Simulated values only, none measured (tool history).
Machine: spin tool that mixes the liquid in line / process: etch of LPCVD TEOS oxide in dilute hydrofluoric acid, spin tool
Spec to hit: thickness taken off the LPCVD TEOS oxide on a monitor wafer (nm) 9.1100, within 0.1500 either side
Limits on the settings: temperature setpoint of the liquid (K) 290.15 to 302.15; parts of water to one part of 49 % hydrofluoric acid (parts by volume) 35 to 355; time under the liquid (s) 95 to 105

run,hour,temperature setpoint of the liquid (K),parts of water to one part of 49 % hydrofluoric acid (parts by volume),time under the liquid (s),thickness taken off the LPCVD TEOS oxide on a monitor wafer (nm)
1,0.0,294.15,195,95,12.0680
2,3.0,293.15,200,95,11.1900
3,10.1,296.15,200,95,12.5780
4,17.4,296.15,200,105,13.8490
5,24.9,294.65,210,105,12.3760
# hour 32.4: thermometer replaced
6,32.4,294.65,210,105,11.6150
7,37.4,293.15,210,105,10.9720
8,44.4,292.15,210,105,10.5330
9,46.1,291.65,210,105,10.3040
10,47.2,291.15,210,105,10.1380
11,55.8,291.15,210,105,10.0960
12,64.8,290.65,210,105,9.9387
13,70.5,290.15,225,105,8.9371

Exactly one of the 5 candidate moves below puts every result within its allowed miss. Which one?
A,76.2,290.65,225,105,?
B,76.2,293.15,225,100,?
C,76.2,291.65,245,105,?
D,76.2,290.65,235,105,?
E,76.2,291.65,205,95,?

move,thickness taken off the LPCVD TEOS oxide on a monitor wafer (nm)
A,9.1683
B,9.6162
C,8.5952
D,8.6996
E,9.6441
A: all results in spec
B: takes the biggest miss from the last run beyond its target
C: moves away from the targets compared with the last run
D: moves away from the targets compared with the last run
E: takes the biggest miss from the last run beyond its target
Go with A: it meets all targets.

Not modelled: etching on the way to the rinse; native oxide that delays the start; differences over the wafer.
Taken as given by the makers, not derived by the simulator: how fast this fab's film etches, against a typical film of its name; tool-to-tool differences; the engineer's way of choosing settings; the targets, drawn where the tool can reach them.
